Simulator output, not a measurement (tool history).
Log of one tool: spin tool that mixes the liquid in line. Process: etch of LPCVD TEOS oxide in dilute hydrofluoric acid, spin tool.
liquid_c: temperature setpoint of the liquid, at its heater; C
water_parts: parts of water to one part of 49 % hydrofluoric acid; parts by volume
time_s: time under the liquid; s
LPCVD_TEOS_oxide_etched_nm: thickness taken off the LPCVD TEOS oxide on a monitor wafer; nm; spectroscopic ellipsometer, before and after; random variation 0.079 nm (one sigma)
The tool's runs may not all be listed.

run 1 hour=0 | liquid_c=21 water_parts=250 time_s=95 | LPCVD_TEOS_oxide_etched_nm=9.9818
run 2 hour=7.8 | liquid_c=21 water_parts=250 time_s=75 | LPCVD_TEOS_oxide_etched_nm=7.8445
run 3 hour=12.2 | liquid_c=19 water_parts=250 time_s=75 | LPCVD_TEOS_oxide_etched_nm=7.2734
run 4 hour=20.2 | liquid_c=21 water_parts=250 time_s=75 | LPCVD_TEOS_oxide_etched_nm=7.8343
run 5 hour=22.2 | liquid_c=19.5 water_parts=250 time_s=75 | LPCVD_TEOS_oxide_etched_nm=7.4303
run 6 hour=27.3 | liquid_c=21.5 water_parts=250 time_s=75 | LPCVD_TEOS_oxide_etched_nm=7.9674
run 7 hour=30.9 | liquid_c=23.5 water_parts=240 time_s=75 | LPCVD_TEOS_oxide_etched_nm=8.9249
run 8 hour=38.5 | liquid_c=25 water_parts=235 time_s=75 | LPCVD_TEOS_oxide_etched_nm=9.7394
run 9 hour=43.7 | liquid_c=26 water_parts=230 time_s=75 | LPCVD_TEOS_oxide_etched_nm=10.443
run 10 hour=48.3 | liquid_c=26 water_parts=230 time_s=75 | LPCVD_TEOS_oxide_etched_nm=10.385
run 11 hour=52.3 | liquid_c=26.5 water_parts=230 time_s=75 | LPCVD_TEOS_oxide_etched_nm=10.506

Run 12 comes next. What will it give?
run 12 hour=53.5 | liquid_c=29 water_parts=220 time_s=75 | LPCVD_TEOS_oxide_etched_nm=?

Run 12 gave LPCVD_TEOS_oxide_etched_nm 12.09 nm.

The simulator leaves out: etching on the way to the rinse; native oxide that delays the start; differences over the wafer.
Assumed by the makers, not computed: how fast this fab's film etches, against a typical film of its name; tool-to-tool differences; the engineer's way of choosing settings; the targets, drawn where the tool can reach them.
